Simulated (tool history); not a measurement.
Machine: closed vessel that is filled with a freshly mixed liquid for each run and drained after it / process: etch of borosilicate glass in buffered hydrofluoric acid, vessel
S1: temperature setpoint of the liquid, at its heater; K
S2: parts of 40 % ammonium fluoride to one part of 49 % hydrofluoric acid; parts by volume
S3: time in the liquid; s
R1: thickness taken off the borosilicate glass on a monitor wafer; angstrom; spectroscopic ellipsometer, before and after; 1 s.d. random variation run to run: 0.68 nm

run	day	S1	S2	S3	R1
1	0	297.15	13	100	869.15
2	0.054	300.15	13	100	1036.8
3	0.3	298.65	13	100	947.23
4	0.508	298.65	9.5	100	1260.9
5	0.638	300.15	9.5	100	1393.2
6	0.867	300.15	6	100	2185
7	1.225	300.15	6	100	2135
8	1.375	297.65	7	100	1627.5
9	1.679	296.15	8	100	1300.4
10	1.888	294.65	8.5	100	1127.8
11	2.075	293.65	9	100	998.55
# day 2.246: thermometer replaced
12	2.246	292.65	9	100	1068.1
13	2.396	292.65	9	100	1055.2

Forecast run 14:
14	2.6	290.15	12.5	100	?

Logged for run 14: R1 675.87 angstrom.

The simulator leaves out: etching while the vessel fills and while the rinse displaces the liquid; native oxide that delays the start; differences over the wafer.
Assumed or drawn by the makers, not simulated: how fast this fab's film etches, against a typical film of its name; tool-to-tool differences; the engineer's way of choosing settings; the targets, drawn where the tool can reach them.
